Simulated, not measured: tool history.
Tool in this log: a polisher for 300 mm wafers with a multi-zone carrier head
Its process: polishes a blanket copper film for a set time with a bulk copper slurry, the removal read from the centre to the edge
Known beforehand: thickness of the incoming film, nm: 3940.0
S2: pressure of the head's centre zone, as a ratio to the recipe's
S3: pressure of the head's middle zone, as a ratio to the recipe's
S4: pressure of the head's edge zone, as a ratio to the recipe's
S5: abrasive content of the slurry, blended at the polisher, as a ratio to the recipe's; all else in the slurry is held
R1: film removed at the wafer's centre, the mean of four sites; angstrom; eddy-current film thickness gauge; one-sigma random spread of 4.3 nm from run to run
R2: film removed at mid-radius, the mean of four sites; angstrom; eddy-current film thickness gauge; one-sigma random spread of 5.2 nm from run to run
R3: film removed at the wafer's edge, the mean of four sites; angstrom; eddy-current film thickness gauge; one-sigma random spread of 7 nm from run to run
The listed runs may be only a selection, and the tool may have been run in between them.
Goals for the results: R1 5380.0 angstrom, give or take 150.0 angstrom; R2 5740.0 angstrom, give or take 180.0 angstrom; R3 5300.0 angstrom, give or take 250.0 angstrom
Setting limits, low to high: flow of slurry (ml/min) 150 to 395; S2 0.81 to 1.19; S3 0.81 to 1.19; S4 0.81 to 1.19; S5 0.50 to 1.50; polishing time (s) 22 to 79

run 1 day=0.000 | flow_of_slurry_(ml/min)=250 S2=1.00 S3=1.00 S4=1.00 S5=1.00 polishing_time_(s)=50 | R1=7628.8 R2=7648.9 R3=7588.3
run 2 day=0.308 | flow_of_slurry_(ml/min)=250 S2=0.99 S3=1.00 S4=0.98 S5=0.95 polishing_time_(s)=49 | R1=7471.1 R2=7299.0 R3=7279.7
run 3 day=0.429 | flow_of_slurry_(ml/min)=245 S2=0.97 S3=1.01 S4=0.96 S5=0.90 polishing_time_(s)=48 | R1=6973.2 R2=7184.0 R3=7133.7
run 4 day=0.454 | flow_of_slurry_(ml/min)=245 S2=0.97 S3=1.01 S4=0.90 S5=0.90 polishing_time_(s)=48 | R1=7022.7 R2=7211.5 R3=6821.0
run 5 day=0.562 | flow_of_slurry_(ml/min)=250 S2=0.97 S3=1.01 S4=0.89 S5=0.85 polishing_time_(s)=47 | R1=6808.8 R2=6954.0 R3=6755.8
run 6 day=0.667 | flow_of_slurry_(ml/min)=250 S2=0.90 S3=1.01 S4=0.89 S5=0.85 polishing_time_(s)=47 | R1=6300.3 R2=6868.6 R3=6715.1
run 7 day=0.775 | flow_of_slurry_(ml/min)=250 S2=0.91 S3=1.02 S4=0.88 S5=0.80 polishing_time_(s)=46 | R1=6113.4 R2=6762.5 R3=6311.1
run 8 day=0.850 | flow_of_slurry_(ml/min)=250 S2=0.91 S3=1.02 S4=0.87 S5=0.75 polishing_time_(s)=46 | R1=6098.3 R2=6806.5 R3=6358.7
run 9 day=0.950 | flow_of_slurry_(ml/min)=250 S2=0.97 S3=1.01 S4=0.82 S5=0.55 polishing_time_(s)=37 | R1=5129.1 R2=5285.4 R3=4766.4
run 10 day=1.071 | flow_of_slurry_(ml/min)=255 S2=0.97 S3=1.01 S4=0.83 S5=0.55 polishing_time_(s)=37 | R1=5204.9 R2=5318.2 R3=4765.4
run 11 day=1.158 | flow_of_slurry_(ml/min)=260 S2=0.97 S3=1.01 S4=0.84 S5=0.55 polishing_time_(s)=37 | R1=5085.1 R2=5255.3 R3=4858.2
run 12 day=1.279 | flow_of_slurry_(ml/min)=265 S2=0.97 S3=1.02 S4=0.85 S5=0.55 polishing_time_(s)=37 | R1=5137.4 R2=5203.9 R3=4824.7
run 13 day=1.500 | flow_of_slurry_(ml/min)=265 S2=0.97 S3=1.02 S4=0.85 S5=0.60 polishing_time_(s)=37 | R1=5178.2 R2=5370.5 R3=4879.9
run 14 day=1.779 | flow_of_slurry_(ml/min)=265 S2=0.97 S3=1.02 S4=0.86 S5=0.60 polishing_time_(s)=37 | R1=5205.0 R2=5351.7 R3=5034.3
run 15 day=1.979 | flow_of_slurry_(ml/min)=265 S2=0.97 S3=1.03 S4=0.86 S5=0.60 polishing_time_(s)=37 | R1=5242.6 R2=5414.2 R3=5056.9
run 16 day=2.112 | flow_of_slurry_(ml/min)=265 S2=0.97 S3=1.04 S4=0.86 S5=0.60 polishing_time_(s)=37 | R1=5104.9 R2=5441.0 R3=4979.8
run 17 day=2.383 | flow_of_slurry_(ml/min)=275 S2=0.99 S3=1.05 S4=0.88 S5=0.65 polishing_time_(s)=37 | R1=5410.1 R2=5567.0 R3=4988.5

Pick the move, out of 5, that brings all results within their allowed miss; only one does.
run A day=2.654 | flow_of_slurry_(ml/min)=275 S2=0.92 S3=0.92 S4=0.87 S5=0.50 polishing_time_(s)=41 | R1=? R2=? R3=?
run B day=2.654 | flow_of_slurry_(ml/min)=200 S2=1.07 S3=1.14 S4=0.84 S5=0.50 polishing_time_(s)=36 | R1=? R2=? R3=?
run C day=2.654 | flow_of_slurry_(ml/min)=245 S2=0.96 S3=1.05 S4=0.89 S5=0.85 polishing_time_(s)=38 | R1=? R2=? R3=?
run D day=2.654 | flow_of_slurry_(ml/min)=300 S2=1.01 S3=1.10 S4=0.90 S5=0.75 polishing_time_(s)=37 | R1=? R2=? R3=?
run E day=2.654 | flow_of_slurry_(ml/min)=285 S2=1.06 S3=1.19 S4=0.85 S5=0.75 polishing_time_(s)=33 | R1=? R2=? R3=?

move=A R1=5430.6 R2=5384.5 R3=5427.6
move=B R1=5292.8 R2=5357.7 R3=4525.6
move=C R1=5475.5 R2=5773.4 R3=5310.5
move=D R1=5678.0 R2=5885.3 R3=5210.8
move=E R1=5287.7 R2=5563.0 R3=4504.6
A: brings the result that was furthest off to its target, and leaves another outside
B: lands further from the targets than the last run did
C: hits every target within its allowed miss
D: brings the result that was furthest off to its target, and leaves another outside
E: lands further from the targets than the last run did
Go with C: it meets all targets.
